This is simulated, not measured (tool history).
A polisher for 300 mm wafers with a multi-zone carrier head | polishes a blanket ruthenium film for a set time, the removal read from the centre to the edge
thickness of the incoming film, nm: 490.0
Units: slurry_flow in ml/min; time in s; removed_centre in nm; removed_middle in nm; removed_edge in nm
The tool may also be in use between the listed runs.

run	hour	slurry_flow	centre_zone	middle_zone	edge_zone	time	removed_centre	removed_middle	removed_edge
1	0.0	150	1.00	1.00	1.00	33	65.176	60.381	59.091
2	1.1	150	1.00	1.00	1.07	33	67.078	61.415	61.840
3	6.3	145	0.96	1.01	1.00	30	57.693	54.615	54.935
4	13.8	145	0.96	1.01	1.00	37	72.689	67.862	67.380
5	21.0	145	0.94	1.04	0.96	32	59.620	59.633	56.408
6	29.3	145	0.94	1.04	0.96	39	73.113	73.264	68.127
7	35.0	140	0.92	1.05	0.92	33	59.760	62.220	56.669

Forecast run 8:
8	35.5	125	0.87	1.03	0.85	23	?	?	?

{"run 8": {"removed_centre": 38.183, "removed_middle": 41.831, "removed_edge": 37.5}}

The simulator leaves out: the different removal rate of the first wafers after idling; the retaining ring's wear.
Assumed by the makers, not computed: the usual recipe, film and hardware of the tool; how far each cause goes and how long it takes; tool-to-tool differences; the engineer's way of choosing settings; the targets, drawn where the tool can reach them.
